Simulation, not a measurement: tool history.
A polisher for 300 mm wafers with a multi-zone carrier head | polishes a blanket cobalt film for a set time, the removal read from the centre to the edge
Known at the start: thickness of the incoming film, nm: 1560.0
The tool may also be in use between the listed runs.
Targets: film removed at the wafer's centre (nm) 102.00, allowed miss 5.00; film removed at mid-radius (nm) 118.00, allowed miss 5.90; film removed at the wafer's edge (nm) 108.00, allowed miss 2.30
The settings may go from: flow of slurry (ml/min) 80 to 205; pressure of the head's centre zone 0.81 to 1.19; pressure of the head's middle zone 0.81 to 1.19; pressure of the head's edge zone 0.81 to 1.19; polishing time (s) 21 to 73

run,hour,flow of slurry (ml/min),pressure of the head's centre zone,pressure of the head's middle zone,pressure of the head's edge zone,polishing time (s),film removed at the wafer's centre (nm),film removed at mid-radius (nm),film removed at the wafer's edge (nm)
1,0.0,135,1.00,1.00,1.00,47,172.92,183.59,180.14
2,5.0,135,1.00,1.00,1.00,55,208.57,217.50,212.41
3,9.5,135,1.00,1.00,1.03,55,206.38,211.30,217.82
4,14.1,105,1.00,1.00,1.03,55,196.67,199.61,212.14
5,19.1,105,0.99,1.00,1.01,52,185.83,186.99,197.99
6,22.5,105,0.98,1.00,0.99,49,167.61,183.23,183.90
7,25.7,105,0.98,0.99,0.98,46,164.51,166.25,170.95
8,29.7,105,0.97,0.99,0.97,44,153.22,162.05,165.76
9,31.4,95,1.02,1.06,0.87,31,112.56,115.78,108.19
10,33.8,95,1.02,1.06,0.87,31,110.54,117.95,107.39
11,41.3,95,1.01,1.06,0.87,31,111.40,113.40,108.80
12,49.4,95,1.00,1.08,0.87,31,108.14,117.25,107.18

Which of these 4 next moves meets every target?
A,57.5,80,1.12,0.94,0.86,32,?,?,?
B,57.5,90,1.09,1.09,0.82,31,?,?,?
C,57.5,95,1.08,1.12,0.81,32,?,?,?
D,57.5,110,0.92,1.07,0.89,30,?,?,?

move,film removed at the wafer's centre (nm),film removed at mid-radius (nm),film removed at the wafer's edge (nm)
A,121.86,108.64,108.83
B,117.99,121.76,104.47
C,122.07,129.83,107.90
D,101.54,120.01,107.30
A: further off than the last run
B: further off than the last run
C: further off than the last run
D: meets every target
Answer: D
